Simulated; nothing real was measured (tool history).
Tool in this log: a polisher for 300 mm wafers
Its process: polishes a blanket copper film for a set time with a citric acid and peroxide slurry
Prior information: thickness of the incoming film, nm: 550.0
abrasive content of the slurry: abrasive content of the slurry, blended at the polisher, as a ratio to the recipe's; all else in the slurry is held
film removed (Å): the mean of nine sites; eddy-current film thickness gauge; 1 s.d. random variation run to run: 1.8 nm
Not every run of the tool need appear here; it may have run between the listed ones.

run	day	flow of slurry (ml/min)	pressure of the wafer on the pad (kPa)	speed of the pad under the wafer (cm/s)	abrasive content of the slurry	polishing time (s)	film removed (Å)
1	0.000	285	17.2	104	1.0	111	2438.8
2	0.300	285	17.2	104	1.0	116	2545.0
3	0.667	285	14.5	104	1.0	116	2142.6
4	0.725	285	13.1	104	1.0	116	1960.9
5	0.842	285	11.7	104	1.0	116	1834.2
6	1.183	285	11.0	104	1.0	116	1705.5
7	1.304	285	10.3	104	1.0	116	1614.5

What does the tool deliver on the next run?
8	1.600	285	9.7	104	1.0	116	?

film removed (Å): 1524.3
